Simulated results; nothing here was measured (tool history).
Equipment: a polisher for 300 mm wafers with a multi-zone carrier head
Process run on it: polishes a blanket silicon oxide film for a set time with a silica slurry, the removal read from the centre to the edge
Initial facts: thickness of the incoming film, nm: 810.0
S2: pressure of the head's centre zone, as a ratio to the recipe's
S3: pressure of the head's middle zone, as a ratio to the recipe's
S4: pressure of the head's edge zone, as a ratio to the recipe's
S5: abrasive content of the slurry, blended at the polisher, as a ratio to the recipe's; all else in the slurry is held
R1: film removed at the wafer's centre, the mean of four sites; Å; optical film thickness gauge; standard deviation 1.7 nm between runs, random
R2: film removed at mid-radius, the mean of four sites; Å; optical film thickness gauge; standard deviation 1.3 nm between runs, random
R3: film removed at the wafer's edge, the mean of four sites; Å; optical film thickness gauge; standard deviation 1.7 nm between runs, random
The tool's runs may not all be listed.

{"run": 1, "hour": 0.0, "flow of slurry (ml/min)": 150, "S2": 1.0, "S3": 1.0, "S4": 1.0, "S5": 1.0, "polishing time (s)": 74, "R1": 2094.5, "R2": 2083.2, "R3": 1986.7}
{"run": 2, "hour": 2.8, "flow of slurry (ml/min)": 135, "S2": 0.95, "S3": 1.0, "S4": 1.03, "S5": 1.0, "polishing time (s)": 74, "R1": 1900.7, "R2": 2040.2, "R3": 2037.8}
{"run": 3, "hour": 5.5, "flow of slurry (ml/min)": 135, "S2": 0.95, "S3": 1.0, "S4": 1.08, "S5": 1.0, "polishing time (s)": 74, "R1": 1915.0, "R2": 2042.9, "R3": 2055.2}
{"run": 4, "hour": 11.0, "flow of slurry (ml/min)": 125, "S2": 0.93, "S3": 1.01, "S4": 1.08, "S5": 1.0, "polishing time (s)": 74, "R1": 1832.4, "R2": 2026.1, "R3": 2044.5}
{"run": 5, "hour": 12.4, "flow of slurry (ml/min)": 150, "S2": 0.93, "S3": 1.01, "S4": 1.08, "S5": 1.0, "polishing time (s)": 74, "R1": 1871.8, "R2": 2086.0, "R3": 2076.8}
{"run": 6, "hour": 14.7, "flow of slurry (ml/min)": 140, "S2": 0.91, "S3": 1.01, "S4": 1.07, "S5": 1.0, "polishing time (s)": 74, "R1": 1863.7, "R2": 2052.1, "R3": 2051.5}
{"run": 7, "hour": 21.6, "flow of slurry (ml/min)": 130, "S2": 0.89, "S3": 1.02, "S4": 1.08, "S5": 1.0, "polishing time (s)": 74, "R1": 1748.9, "R2": 2036.1, "R3": 2023.8}

What will run 8 give?
{"run": 8, "hour": 25.7, "flow of slurry (ml/min)": 125, "S2": 0.88, "S3": 1.02, "S4": 1.09, "S5": 1.0, "polishing time (s)": 74, "R1": "?", "R2": "?", "R3": "?"}

{"run 8": {"R1": 1736.3, "R2": 2025.3, "R3": 2026.3}}
